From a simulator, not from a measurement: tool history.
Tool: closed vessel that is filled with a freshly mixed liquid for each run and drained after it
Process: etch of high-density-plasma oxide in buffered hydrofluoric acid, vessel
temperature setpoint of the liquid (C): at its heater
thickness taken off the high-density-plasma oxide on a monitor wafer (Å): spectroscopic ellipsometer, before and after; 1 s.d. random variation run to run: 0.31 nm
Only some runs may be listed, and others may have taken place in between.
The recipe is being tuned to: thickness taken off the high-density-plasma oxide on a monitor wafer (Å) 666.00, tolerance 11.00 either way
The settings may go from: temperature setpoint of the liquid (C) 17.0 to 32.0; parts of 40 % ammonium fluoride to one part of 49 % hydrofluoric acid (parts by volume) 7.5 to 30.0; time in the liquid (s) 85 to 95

| run | hour | temperature setpoint of the liquid (C) | parts of 40 % ammonium fluoride to one part of 49 % hydrofluoric acid (parts by volume) | time in the liquid (s) | thickness taken off the high-density-plasma oxide on a monitor wafer (Å) |
|---|---|---|---|---|---|
| 1 | 0.0 | 24.0 | 22.0 | 85 | 758.20 |
| 2 | 0.6 | 24.0 | 22.0 | 95 | 842.80 |
| 3 | 2.7 | 22.5 | 22.0 | 95 | 781.15 |
| 4 | 3.3 | 22.5 | 19.5 | 95 | 854.19 |
| 5 | 6.9 | 21.5 | 19.5 | 95 | 811.09 |
| 6 | 7.6 | 21.0 | 19.5 | 95 | 787.78 |
| 7 | 8.2 | 21.0 | 19.5 | 95 | 789.77 |
| 8 | 16.6 | 20.5 | 19.5 | 95 | 765.37 |
| 9 | 24.2 | 20.0 | 19.5 | 95 | 743.87 |
| 10 | 26.4 | 19.5 | 19.5 | 95 | 721.47 |
| 11 | 32.3 | 19.0 | 19.5 | 95 | 700.16 |

4 candidate next runs follow, results not yet known. Just one meets every target within its allowed miss. Identify it.
| A | 38.2 | 20.0 | 21.5 | 95 | ? |
| B | 38.2 | 18.5 | 17.0 | 90 | ? |
| C | 38.2 | 17.5 | 18.0 | 90 | ? |
| D | 38.2 | 20.0 | 17.5 | 85 | ? |

| move | thickness taken off the high-density-plasma oxide on a monitor wafer (Å) |
|---|---|
| A | 687.69 |
| B | 738.82 |
| C | 659.69 |
| D | 737.95 |
A: closer than the last run, but not yet in spec
B: the biggest miss grows against the last run
C: every result within its allowed miss
D: the biggest miss grows against the last run
The right move is C.

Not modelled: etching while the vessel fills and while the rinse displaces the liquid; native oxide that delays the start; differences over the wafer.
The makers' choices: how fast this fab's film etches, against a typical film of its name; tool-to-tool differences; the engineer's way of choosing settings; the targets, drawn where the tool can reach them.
